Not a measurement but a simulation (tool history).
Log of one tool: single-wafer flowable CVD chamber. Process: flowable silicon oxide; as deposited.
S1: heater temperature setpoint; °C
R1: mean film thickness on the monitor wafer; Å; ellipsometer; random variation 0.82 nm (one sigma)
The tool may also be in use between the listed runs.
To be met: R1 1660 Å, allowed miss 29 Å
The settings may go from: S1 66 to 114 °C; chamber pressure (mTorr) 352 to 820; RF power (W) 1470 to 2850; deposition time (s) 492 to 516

{"run": 1, "hour": 0.0, "S1": 90, "chamber pressure (mTorr)": 586, "RF power (W)": 2160, "deposition time (s)": 516, "R1": 2770.2}
{"run": 2, "hour": 1.1, "S1": 82, "chamber pressure (mTorr)": 586, "RF power (W)": 2160, "deposition time (s)": 516, "R1": 3518.8}
{"run": 3, "hour": 8.3, "S1": 82, "chamber pressure (mTorr)": 586, "RF power (W)": 2160, "deposition time (s)": 492, "R1": 3358.1}
{"run": 4, "hour": 9.3, "S1": 82, "chamber pressure (mTorr)": 509, "RF power (W)": 2160, "deposition time (s)": 492, "R1": 2928.1}
{"run": 5, "hour": 18.0, "S1": 82, "chamber pressure (mTorr)": 509, "RF power (W)": 2020, "deposition time (s)": 492, "R1": 2877.5}
{"run": 6, "hour": 23.1, "S1": 82, "chamber pressure (mTorr)": 425, "RF power (W)": 2020, "deposition time (s)": 492, "R1": 2452.4}
{"run": 7, "hour": 30.7, "S1": 84, "chamber pressure (mTorr)": 425, "RF power (W)": 2020, "deposition time (s)": 492, "R1": 2322.4}
{"run": 8, "hour": 39.9, "S1": 86, "chamber pressure (mTorr)": 425, "RF power (W)": 2020, "deposition time (s)": 492, "R1": 2174.9}
{"run": 9, "hour": 42.8, "S1": 87, "chamber pressure (mTorr)": 425, "RF power (W)": 2020, "deposition time (s)": 492, "R1": 2097.8}
{"run": 10, "hour": 44.9, "S1": 88, "chamber pressure (mTorr)": 425, "RF power (W)": 2020, "deposition time (s)": 492, "R1": 2053.7}
{"run": 11, "hour": 53.1, "S1": 89, "chamber pressure (mTorr)": 425, "RF power (W)": 2020, "deposition time (s)": 492, "R1": 1991.1}
{"run": 12, "hour": 54.5, "S1": 90, "chamber pressure (mTorr)": 425, "RF power (W)": 2020, "deposition time (s)": 492, "R1": 1946.5}
{"run": 13, "hour": 58.9, "S1": 96, "chamber pressure (mTorr)": 424, "RF power (W)": 2020, "deposition time (s)": 492, "R1": 1589.2}

Which of these 4 next moves meets every target?
{"run": "A", "hour": 63.3, "S1": 92, "chamber pressure (mTorr)": 382, "RF power (W)": 2025, "deposition time (s)": 496, "R1": "?"}
{"run": "B", "hour": 63.3, "S1": 99, "chamber pressure (mTorr)": 504, "RF power (W)": 2055, "deposition time (s)": 507, "R1": "?"}
{"run": "C", "hour": 63.3, "S1": 102, "chamber pressure (mTorr)": 584, "RF power (W)": 1665, "deposition time (s)": 516, "R1": "?"}
{"run": "D", "hour": 63.3, "S1": 98, "chamber pressure (mTorr)": 431, "RF power (W)": 1985, "deposition time (s)": 516, "R1": "?"}

move=A R1=1664.2
move=B R1=1741.5
move=C R1=1710.3
move=D R1=1572
A: meets every target
B: takes the result that was furthest off past its target
C: takes the result that was furthest off past its target
D: further off than the last run
Answer: A
